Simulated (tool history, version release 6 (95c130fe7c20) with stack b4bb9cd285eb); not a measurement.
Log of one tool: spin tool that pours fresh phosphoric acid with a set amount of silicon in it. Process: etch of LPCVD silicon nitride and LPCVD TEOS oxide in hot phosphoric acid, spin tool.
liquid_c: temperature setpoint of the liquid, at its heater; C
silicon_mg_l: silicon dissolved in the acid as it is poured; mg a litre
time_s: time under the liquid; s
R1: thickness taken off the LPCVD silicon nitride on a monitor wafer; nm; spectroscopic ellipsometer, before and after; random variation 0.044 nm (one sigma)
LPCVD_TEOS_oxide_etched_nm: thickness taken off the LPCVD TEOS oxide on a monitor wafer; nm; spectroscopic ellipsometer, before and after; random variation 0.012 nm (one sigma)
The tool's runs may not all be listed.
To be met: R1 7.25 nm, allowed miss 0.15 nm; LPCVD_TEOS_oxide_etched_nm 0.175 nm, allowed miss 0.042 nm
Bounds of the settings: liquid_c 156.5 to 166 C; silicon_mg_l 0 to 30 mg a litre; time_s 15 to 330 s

run 1 hour=0 | liquid_c=161 silicon_mg_l=13 time_s=170 | R1=13.338 LPCVD_TEOS_oxide_etched_nm=0.38761
run 2 hour=3.7 | liquid_c=161 silicon_mg_l=16 time_s=170 | R1=13.298 LPCVD_TEOS_oxide_etched_nm=0.38242
run 3 hour=12.4 | liquid_c=161 silicon_mg_l=16 time_s=215 | R1=16.772 LPCVD_TEOS_oxide_etched_nm=0.41861
run 4 hour=13 | liquid_c=161 silicon_mg_l=16 time_s=280 | R1=21.873 LPCVD_TEOS_oxide_etched_nm=0.63032
run 5 hour=17 | liquid_c=161 silicon_mg_l=23 time_s=280 | R1=22.177 LPCVD_TEOS_oxide_etched_nm=0.5689
run 6 hour=24.5 | liquid_c=160.5 silicon_mg_l=21 time_s=240 | R1=18.677 LPCVD_TEOS_oxide_etched_nm=0.41406
run 7 hour=27.1 | liquid_c=160.5 silicon_mg_l=19.5 time_s=205 | R1=15.815 LPCVD_TEOS_oxide_etched_nm=0.43948
run 8 hour=28.6 | liquid_c=161 silicon_mg_l=21.5 time_s=170 | R1=13.481 LPCVD_TEOS_oxide_etched_nm=0.30794
run 9 hour=33.1 | liquid_c=160.5 silicon_mg_l=21 time_s=150 | R1=11.529 LPCVD_TEOS_oxide_etched_nm=0.28394
run 10 hour=35.4 | liquid_c=160 silicon_mg_l=21.5 time_s=140 | R1=10.639 LPCVD_TEOS_oxide_etched_nm=0.23779
run 11 hour=38.6 | liquid_c=159.5 silicon_mg_l=20 time_s=135 | R1=10.04 LPCVD_TEOS_oxide_etched_nm=0.22528
run 12 hour=41.4 | liquid_c=159 silicon_mg_l=18 time_s=130 | R1=9.5559 LPCVD_TEOS_oxide_etched_nm=0.22773
run 13 hour=43.1 | liquid_c=158.5 silicon_mg_l=17.5 time_s=125 | R1=9.0368 LPCVD_TEOS_oxide_etched_nm=0.21221
run 14 hour=51.2 | liquid_c=158 silicon_mg_l=17 time_s=120 | R1=8.6256 LPCVD_TEOS_oxide_etched_nm=0.20421
-- hour=58.3 heated supply line repaired
run 15 hour=58.3 | liquid_c=158 silicon_mg_l=16.5 time_s=115 | R1=8.7776 LPCVD_TEOS_oxide_etched_nm=0.2398
run 16 hour=63.7 | liquid_c=157 silicon_mg_l=20.5 time_s=85 | R1=6.2047 LPCVD_TEOS_oxide_etched_nm=0.13985
run 17 hour=65.8 | liquid_c=157 silicon_mg_l=20.5 time_s=85 | R1=6.2565 LPCVD_TEOS_oxide_etched_nm=0.14991

Which of these 4 next moves meets every target?
run A hour=67.9 | liquid_c=156.5 silicon_mg_l=18.5 time_s=100 | R1=? LPCVD_TEOS_oxide_etched_nm=?
run B hour=67.9 | liquid_c=158.5 silicon_mg_l=0 time_s=100 | R1=? LPCVD_TEOS_oxide_etched_nm=?
run C hour=67.9 | liquid_c=157 silicon_mg_l=15 time_s=90 | R1=? LPCVD_TEOS_oxide_etched_nm=?
run D hour=67.9 | liquid_c=157 silicon_mg_l=20 time_s=105 | R1=? LPCVD_TEOS_oxide_etched_nm=?

move=A R1=7.239 LPCVD_TEOS_oxide_etched_nm=0.17532
move=B R1=7.748 LPCVD_TEOS_oxide_etched_nm=0.30691
move=C R1=6.6271 LPCVD_TEOS_oxide_etched_nm=0.17954
move=D R1=7.7316 LPCVD_TEOS_oxide_etched_nm=0.18328
A: meets every target
B: takes the result that was furthest off past its target
C: nearer than the last run, and not there yet
D: takes the result that was furthest off past its target
Answer: A
